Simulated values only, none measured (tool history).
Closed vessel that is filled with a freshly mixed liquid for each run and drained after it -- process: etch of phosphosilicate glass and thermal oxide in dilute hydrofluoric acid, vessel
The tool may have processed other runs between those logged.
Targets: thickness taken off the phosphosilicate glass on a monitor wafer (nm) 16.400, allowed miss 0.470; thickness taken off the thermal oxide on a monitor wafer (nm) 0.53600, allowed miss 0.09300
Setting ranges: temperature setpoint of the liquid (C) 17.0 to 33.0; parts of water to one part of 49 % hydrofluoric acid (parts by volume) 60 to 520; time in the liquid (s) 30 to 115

run,hour,temperature setpoint of the liquid (C),parts of water to one part of 49 % hydrofluoric acid (parts by volume),time in the liquid (s),thickness taken off the phosphosilicate glass on a monitor wafer (nm),thickness taken off the thermal oxide on a monitor wafer (nm)
1,0.0,25.0,290,60,24.605,0.80352
2,4.8,25.0,290,80,32.687,1.06240
3,7.6,25.0,190,80,55.676,1.82870
4,11.3,24.0,220,80,44.937,1.47680
5,19.8,26.0,220,80,47.822,1.48980
6,25.7,25.5,250,80,40.197,1.44610
7,29.6,24.5,275,80,34.337,1.10850
8,36.8,23.5,390,75,20.034,0.62938
9,37.6,23.0,395,75,19.160,0.59790
10,46.5,22.5,400,75,18.449,0.60997

Below are 4 possible settings for the next run. Only one of them brings all results inside the allowed miss of their targets. Which is it?
A,55.4,21.5,375,75,?,?
B,55.4,23.5,425,70,?,?
C,55.4,21.5,435,95,?,?
D,55.4,24.0,340,65,?,?

move,thickness taken off the phosphosilicate glass on a monitor wafer (nm),thickness taken off the thermal oxide on a monitor wafer (nm)
A,19.345,0.66171
B,16.312,0.55796
C,20.075,0.68668
D,20.788,0.71105
A: misses by more than the last run did
B: in spec on every target
C: misses by more than the last run did
D: misses by more than the last run did
B is the move that brings every result within its allowed miss.
